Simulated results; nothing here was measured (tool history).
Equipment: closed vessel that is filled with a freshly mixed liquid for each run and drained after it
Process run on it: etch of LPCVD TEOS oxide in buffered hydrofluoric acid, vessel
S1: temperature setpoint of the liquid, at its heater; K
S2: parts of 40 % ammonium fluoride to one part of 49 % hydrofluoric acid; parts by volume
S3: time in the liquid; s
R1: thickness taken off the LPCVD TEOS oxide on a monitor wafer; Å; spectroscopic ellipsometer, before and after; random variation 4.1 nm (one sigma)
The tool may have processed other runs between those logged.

run  hour      S1    S2   S3      R1
  1     0  296.15  20.5  100  2290.8
  2   8.9  298.65    19  100  2828.3
  3  14.1  300.15  18.5  100    3176
  4  21.7  300.15  18.5  105  3361.7
  5  30.5  301.15  18.5  105  3472.4
  6  34.5  301.15    23  105  2940.2
  7  37.5  302.15  21.5  105  3234.9

What does the tool deliver on the next run?
  8  44.6  302.65  20  105   ?

R1: 3456.1 Å

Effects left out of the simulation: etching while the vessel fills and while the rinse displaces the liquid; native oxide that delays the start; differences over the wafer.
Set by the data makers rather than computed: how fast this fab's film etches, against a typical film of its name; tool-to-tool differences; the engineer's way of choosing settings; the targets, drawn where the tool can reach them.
